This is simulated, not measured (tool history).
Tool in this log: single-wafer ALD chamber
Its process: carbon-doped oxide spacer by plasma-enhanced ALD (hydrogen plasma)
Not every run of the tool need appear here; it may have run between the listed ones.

run    day  heater temperature setpoint (°C)  number of ALD cycles (cycles)  mean film thickness on the monitor wafer (angstrom)
  1  0.000                               400                            569                                               332.90
  2  0.138                               399                            587                                               342.61
  3  0.188                               399                            602                                               350.91
  4  0.288                               399                            613                                               358.05
  5  0.588                               399                            621                                               362.30
  6  0.862                               399                            627                                               365.95

Run 7 comes next. What will it give?
  7  0.921                               399                            632                                                    ?

{"run 7": {"mean film thickness on the monitor wafer (angstrom)": 367.45}}

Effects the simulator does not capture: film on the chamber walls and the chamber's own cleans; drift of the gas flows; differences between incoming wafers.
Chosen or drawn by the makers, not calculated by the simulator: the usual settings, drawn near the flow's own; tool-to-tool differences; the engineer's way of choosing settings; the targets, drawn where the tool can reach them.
